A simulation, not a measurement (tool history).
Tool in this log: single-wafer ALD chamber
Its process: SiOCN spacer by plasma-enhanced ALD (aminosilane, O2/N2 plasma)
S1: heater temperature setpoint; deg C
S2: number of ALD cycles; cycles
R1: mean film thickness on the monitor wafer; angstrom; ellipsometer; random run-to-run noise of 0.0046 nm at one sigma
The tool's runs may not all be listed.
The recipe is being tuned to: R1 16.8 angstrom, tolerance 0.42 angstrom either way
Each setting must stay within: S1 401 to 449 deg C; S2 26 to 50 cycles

{"run": 1, "day": 0.0, "S1": 425, "S2": 38, "R1": 19.106}
{"run": 2, "day": 0.267, "S1": 425, "S2": 43, "R1": 21.563}
{"run": 3, "day": 0.342, "S1": 416, "S2": 43, "R1": 22.265}
{"run": 4, "day": 0.379, "S1": 426, "S2": 43, "R1": 21.479}
{"day": 0.471, "done": "thermocouple changed; heater temperature recalibrated"}
{"run": 5, "day": 0.471, "S1": 431, "S2": 43, "R1": 20.711}
{"run": 6, "day": 0.583, "S1": 431, "S2": 47, "R1": 22.707}
{"run": 7, "day": 0.758, "S1": 436, "S2": 43, "R1": 20.298}
{"run": 8, "day": 1.112, "S1": 439, "S2": 41, "R1": 19.041}
{"run": 9, "day": 1.488, "S1": 442, "S2": 40, "R1": 18.452}

4 next moves are on the table. One of them brings every result within its allowed miss. Which?
{"run": "A", "day": 1.862, "S1": 447, "S2": 37, "R1": "?"}
{"run": "B", "day": 1.862, "S1": 426, "S2": 36, "R1": "?"}
{"run": "C", "day": 1.862, "S1": 441, "S2": 38, "R1": "?"}
{"run": "D", "day": 1.862, "S1": 443, "S2": 35, "R1": "?"}

move=A R1=16.638
move=B R1=17.557
move=C R1=17.501
move=D R1=15.992
A: hits every target within its allowed miss
B: closer than the last run, but not yet in spec
C: closer than the last run, but not yet in spec
D: takes the result that was furthest off past its target
Move A is the one to make.
